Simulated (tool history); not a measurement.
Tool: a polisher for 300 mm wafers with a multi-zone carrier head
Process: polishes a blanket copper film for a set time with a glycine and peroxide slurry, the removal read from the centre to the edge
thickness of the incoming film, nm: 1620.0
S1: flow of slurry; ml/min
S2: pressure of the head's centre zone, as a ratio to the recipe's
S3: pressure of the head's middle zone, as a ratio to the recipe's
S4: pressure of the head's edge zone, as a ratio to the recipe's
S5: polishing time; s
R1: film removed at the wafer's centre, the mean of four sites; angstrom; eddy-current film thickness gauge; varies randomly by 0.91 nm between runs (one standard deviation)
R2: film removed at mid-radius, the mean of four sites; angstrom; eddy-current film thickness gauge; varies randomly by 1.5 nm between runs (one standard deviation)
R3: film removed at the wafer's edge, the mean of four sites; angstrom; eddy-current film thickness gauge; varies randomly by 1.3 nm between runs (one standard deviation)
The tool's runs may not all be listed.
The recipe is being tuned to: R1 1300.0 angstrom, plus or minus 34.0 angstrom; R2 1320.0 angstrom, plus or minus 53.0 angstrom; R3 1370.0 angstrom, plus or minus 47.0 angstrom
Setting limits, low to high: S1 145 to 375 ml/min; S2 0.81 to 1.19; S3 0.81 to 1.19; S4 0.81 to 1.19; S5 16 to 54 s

run 1 hour=0.0 | S1=240 S2=1.00 S3=1.00 S4=1.00 S5=35 | R1=2209.2 R2=2217.8 R3=2299.4
run 2 hour=1.7 | S1=235 S2=0.98 S3=0.98 S4=0.96 S5=30 | R1=1872.1 R2=1834.4 R3=1950.4
run 3 hour=3.6 | S1=230 S2=0.96 S3=0.98 S4=0.92 S5=27 | R1=1645.0 R2=1667.7 R3=1684.7
run 4 hour=5.1 | S1=230 S2=0.96 S3=0.98 S4=0.99 S5=27 | R1=1640.3 R2=1654.1 R3=1752.0
run 5 hour=5.9 | S1=220 S2=0.94 S3=0.96 S4=0.94 S5=25 | R1=1517.8 R2=1498.6 R3=1579.3
run 6 hour=8.5 | S1=205 S2=0.91 S3=0.95 S4=0.91 S5=25 | R1=1427.3 R2=1480.1 R3=1543.7
run 7 hour=11.8 | S1=200 S2=0.90 S3=0.94 S4=0.88 S5=24 | R1=1347.7 R2=1371.0 R3=1480.0
run 8 hour=14.0 | S1=195 S2=0.91 S3=0.95 S4=0.86 S5=24 | R1=1360.2 R2=1422.8 R3=1441.2
run 9 hour=21.4 | S1=185 S2=0.91 S3=0.94 S4=0.85 S5=24 | R1=1343.6 R2=1388.6 R3=1430.3
run 10 hour=29.5 | S1=165 S2=0.91 S3=0.92 S4=0.81 S5=23 | R1=1255.8 R2=1256.3 R3=1328.4

Pick the move, out of 5, that brings all results within their allowed miss; only one does.
run A hour=37.6 | S1=165 S2=1.05 S3=0.96 S4=0.81 S5=21 | R1=? R2=? R3=?
run B hour=37.6 | S1=145 S2=0.88 S3=0.87 S4=0.82 S5=24 | R1=? R2=? R3=?
run C hour=37.6 | S1=155 S2=0.85 S3=0.84 S4=0.83 S5=24 | R1=? R2=? R3=?
run D hour=37.6 | S1=230 S2=0.98 S3=1.05 S4=0.83 S5=21 | R1=? R2=? R3=?
run E hour=37.6 | S1=155 S2=0.91 S3=0.93 S4=0.81 S5=24 | R1=? R2=? R3=?

move=A R1=1288.0 R2=1200.7 R3=1219.5
move=B R1=1235.7 R2=1231.2 R3=1371.9
move=C R1=1224.3 R2=1216.3 R3=1393.9
move=D R1=1299.9 R2=1369.2 R3=1281.4
move=E R1=1292.3 R2=1319.8 R3=1380.6
A: puts the biggest miss on target and leaves a different result outside tolerance
B: the biggest miss grows against the last run
C: the biggest miss grows against the last run
D: puts the biggest miss on target and leaves a different result outside tolerance
E: every result lands within tolerance
The right move is E.

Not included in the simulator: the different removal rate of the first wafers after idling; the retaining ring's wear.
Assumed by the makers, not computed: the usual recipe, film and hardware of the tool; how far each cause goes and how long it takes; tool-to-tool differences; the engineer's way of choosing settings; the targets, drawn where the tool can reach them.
